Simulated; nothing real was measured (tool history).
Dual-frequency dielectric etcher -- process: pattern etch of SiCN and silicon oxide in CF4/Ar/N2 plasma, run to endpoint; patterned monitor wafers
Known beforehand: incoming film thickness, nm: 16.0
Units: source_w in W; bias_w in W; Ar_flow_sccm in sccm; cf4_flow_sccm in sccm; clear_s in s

run,hour,source_w,bias_w,Ar_flow_sccm,cf4_flow_sccm,clear_s
1,0,560,55,138,73,17.752
2,8.5,520,55,138,73,18.974
3,17,490,55,138,73,20.159
4,20.2,570,55,138,73,17.192
5,28.2,570,47,138,73,18.261
6,32.4,540,47,138,73,19.174

Forecast run 7:
7,40.5,510,47,138,73,?

{"run 7": {"clear_s": 20.438}}
